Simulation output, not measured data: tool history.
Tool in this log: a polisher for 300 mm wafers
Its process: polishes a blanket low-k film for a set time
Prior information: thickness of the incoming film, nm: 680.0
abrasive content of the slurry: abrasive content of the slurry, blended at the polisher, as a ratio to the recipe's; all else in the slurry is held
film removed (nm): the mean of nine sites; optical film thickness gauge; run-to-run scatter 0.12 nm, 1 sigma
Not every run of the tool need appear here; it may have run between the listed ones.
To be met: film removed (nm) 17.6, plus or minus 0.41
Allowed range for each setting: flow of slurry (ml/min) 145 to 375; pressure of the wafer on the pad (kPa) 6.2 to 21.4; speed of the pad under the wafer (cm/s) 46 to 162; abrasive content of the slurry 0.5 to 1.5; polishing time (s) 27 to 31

run    day  flow of slurry (ml/min)  pressure of the wafer on the pad (kPa)  speed of the pad under the wafer (cm/s)  abrasive content of the slurry  polishing time (s)  film removed (nm)
  1      0                      240                                    13.8                                      104                               1                  31             14.814
  2   0.35                      215                                    13.8                                      104                               1                  31             14.545
  3  0.692                      225                                    13.8                                      104                               1                  31             14.751
  4  0.858                      235                                    13.8                                      104                               1                  31             14.784
  5  0.912                      235                                    13.8                                       82                               1                  31             12.607
  6  1.117                      210                                    13.8                                       82                               1                  31             12.498
  7  1.312                      215                                    14.5                                       82                               1                  31             13.035
  8  1.521                      225                                    15.2                                       82                               1                  31             13.806
  9    1.7                      230                                    15.9                                       82                               1                  31             14.195
 10   2.05                      230                                    16.5                                       82                               1                  31             14.758
 11  2.196                      235                                    17.2                                       82                               1                  31             15.128
 12  2.438                      235                                    17.9                                       82                               1                  31             15.686
     2.738  -- slurry blender recalibrated
 13  2.738                      240                                    19.3                                       82                               1                  31             18.157

Which single option among these 5 for the next run brings every result within its allowed miss of target? Just one does.
  A  3.038                      245                                    20.7                                       66                             1.2                  30                  ?
  B  3.038                      250                                    17.9                                      104                               1                  29                  ?
  C  3.038                      250                                    18.6                                       88                             1.1                  31                  ?
  D  3.038                      210                                    18.6                                       98                             1.1                  30                  ?
  E  3.038                      145                                    19.3                                       92                            0.95                  28                  ?

move  film removed (nm)
   A             17.543
   B             18.439
   C             19.041
   D             19.484
   E             16.548
A: meets every target
B: lands further from the targets than the last run did
C: lands further from the targets than the last run did
D: lands further from the targets than the last run did
E: moves the result that the last run missed by most past its target, out the other side
Correct choice: A, which meets every target
